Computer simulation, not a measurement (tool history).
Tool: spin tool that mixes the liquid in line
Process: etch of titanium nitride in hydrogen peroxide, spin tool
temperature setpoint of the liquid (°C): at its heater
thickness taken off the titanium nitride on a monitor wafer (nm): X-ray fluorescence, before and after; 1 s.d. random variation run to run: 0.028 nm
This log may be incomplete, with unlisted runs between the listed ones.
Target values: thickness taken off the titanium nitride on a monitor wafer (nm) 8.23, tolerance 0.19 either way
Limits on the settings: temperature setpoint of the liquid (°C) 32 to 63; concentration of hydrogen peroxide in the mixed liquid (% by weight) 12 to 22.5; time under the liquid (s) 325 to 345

run    day  temperature setpoint of the liquid (°C)  concentration of hydrogen peroxide in the mixed liquid (% by weight)  time under the liquid (s)  thickness taken off the titanium nitride on a monitor wafer (nm)
  1      0                                       47                                                                  15.5                        325                                                            11.348
  2  0.204                                       46                                                                  15.5                        325                                                            10.481
  3  0.442                                       46                                                                    13                        325                                                            10.091
  4  0.633                                     45.5                                                                    13                        325                                                            9.7277
  5  0.775                                       45                                                                    13                        325                                                            9.3383
  6  0.904                                     40.5                                                                    13                        325                                                            6.6652
  7  1.112                                       41                                                                    13                        325                                                            6.9315
  8  1.396                                       41                                                                    13                        325                                                            6.9441
  9  1.554                                     41.5                                                                    13                        325                                                            7.1772
 10  1.867                                       42                                                                    13                        325                                                            7.5001
 11  2.046                                     42.5                                                                    13                        325                                                            7.7445

Of the 4 settings listed for the next run, only one would bring every result within its allowed miss of target. Which one?
  A  2.225                                       41                                                                    13                        325                                                                 ?
  B  2.225                                       42                                                                    12                        345                                                                 ?
  C  2.225                                     42.5                                                                  12.5                        345                                                                 ?
  D  2.225                                     40.5                                                                  13.5                        345                                                                 ?

move  thickness taken off the titanium nitride on a monitor wafer (nm)
   A                                                            6.9172
   B                                                            7.7929
   C                                                            8.1632
   D                                                            7.1231
A: its largest miss is bigger than the last run's
B: gains on the last run, yet a result remains outside its allowed miss
C: every result lands within tolerance
D: its largest miss is bigger than the last run's
Move C is the one to make.
